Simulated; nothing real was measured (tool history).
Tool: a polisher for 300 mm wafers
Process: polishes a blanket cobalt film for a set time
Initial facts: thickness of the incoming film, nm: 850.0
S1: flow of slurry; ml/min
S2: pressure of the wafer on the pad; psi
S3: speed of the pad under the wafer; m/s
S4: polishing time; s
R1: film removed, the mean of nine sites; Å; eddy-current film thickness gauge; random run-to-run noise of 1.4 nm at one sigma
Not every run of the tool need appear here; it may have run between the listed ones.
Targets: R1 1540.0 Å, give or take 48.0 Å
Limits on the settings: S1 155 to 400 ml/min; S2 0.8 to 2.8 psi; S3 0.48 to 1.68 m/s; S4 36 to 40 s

run 1 hour=0.0 | S1=255 S2=1.8 S3=1.08 S4=40 | R1=1816.9
run 2 hour=5.3 | S1=225 S2=1.8 S3=1.08 S4=40 | R1=1736.9
run 3 hour=12.8 | S1=225 S2=1.8 S3=1.08 S4=40 | R1=1771.4
run 4 hour=13.4 | S1=220 S2=1.8 S3=1.08 S4=40 | R1=1747.2
run 5 hour=16.6 | S1=220 S2=1.8 S3=1.26 S4=40 | R1=2064.7
run 6 hour=19.3 | S1=220 S2=1.8 S3=1.48 S4=40 | R1=2366.1
run 7 hour=23.4 | S1=220 S2=1.7 S3=1.48 S4=40 | R1=2249.6
run 8 hour=25.2 | S1=220 S2=1.6 S3=1.48 S4=40 | R1=2138.8

Consider the 5 candidate settings below. Which is the only one whose results all fall within their allowed miss of target?
run A hour=27.0 | S1=195 S2=1.3 S3=1.54 S4=40 | R1=?
run B hour=27.0 | S1=310 S2=1.9 S3=1.68 S4=39 | R1=?
run C hour=27.0 | S1=240 S2=1.8 S3=1.24 S4=39 | R1=?
run D hour=27.0 | S1=160 S2=1.2 S3=1.56 S4=37 | R1=?
run E hour=27.0 | S1=250 S2=1.9 S3=1.46 S4=38 | R1=?

move=A R1=1864.4
move=B R1=2937.5
move=C R1=2003.5
move=D R1=1558.3
move=E R1=2413.9
A: moves toward the targets from the last run without getting all of them in spec
B: misses by more than the last run did
C: moves toward the targets from the last run without getting all of them in spec
D: meets every target
E: misses by more than the last run did
The right move is D.
